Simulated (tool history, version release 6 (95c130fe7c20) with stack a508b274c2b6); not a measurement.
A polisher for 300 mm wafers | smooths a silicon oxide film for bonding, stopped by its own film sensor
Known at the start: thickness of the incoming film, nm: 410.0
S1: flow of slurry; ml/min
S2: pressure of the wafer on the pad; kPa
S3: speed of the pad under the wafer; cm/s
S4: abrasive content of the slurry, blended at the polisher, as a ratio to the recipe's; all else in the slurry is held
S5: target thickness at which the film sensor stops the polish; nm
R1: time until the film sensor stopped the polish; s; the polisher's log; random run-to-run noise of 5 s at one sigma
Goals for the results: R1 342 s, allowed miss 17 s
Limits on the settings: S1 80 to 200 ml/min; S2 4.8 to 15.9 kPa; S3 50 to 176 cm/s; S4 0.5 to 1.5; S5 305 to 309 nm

run 1 hour=0 | S1=130 S2=10.3 S3=112 S4=1 S5=309 | R1=145.51
run 2 hour=6.1 | S1=110 S2=10.3 S3=112 S4=1 S5=309 | R1=149.84
run 3 hour=8.4 | S1=110 S2=9.7 S3=108 S4=1 S5=309 | R1=167.57
run 4 hour=16.1 | S1=110 S2=9.7 S3=108 S4=1 S5=309 | R1=164.37
run 5 hour=23.9 | S1=110 S2=9 S3=104 S4=1 S5=309 | R1=178.79
run 6 hour=27.4 | S1=95 S2=9 S3=104 S4=1 S5=309 | R1=194.12
run 7 hour=34.9 | S1=95 S2=8.3 S3=102 S4=1 S5=309 | R1=204.58
run 8 hour=40.7 | S1=95 S2=7.6 S3=98 S4=1 S5=309 | R1=222.71
run 9 hour=45.5 | S1=95 S2=7.6 S3=96 S4=1 S5=309 | R1=227.85

Below are 5 possible settings for the next run. Only one of them brings all results inside the allowed miss of their targets. Which is it?
run A hour=50.3 | S1=110 S2=6.9 S3=96 S4=0.75 S5=309 | R1=?
run B hour=50.3 | S1=125 S2=4.8 S3=70 S4=0.85 S5=309 | R1=?
run C hour=50.3 | S1=90 S2=6.2 S3=90 S4=1 S5=305 | R1=?
run D hour=50.3 | S1=80 S2=5.5 S3=94 S4=1 S5=305 | R1=?
run E hour=50.3 | S1=80 S2=5.5 S3=70 S4=0.85 S5=305 | R1=?

move=A R1=266.58
move=B R1=403.79
move=C R1=302.83
move=D R1=339.24
move=E R1=428.27
A: an improvement on the last run, though not all results are within tolerance
B: takes the result that was furthest off past its target
C: an improvement on the last run, though not all results are within tolerance
D: all results land within tolerance of their targets
E: takes the result that was furthest off past its target
Go with D: it meets all targets.
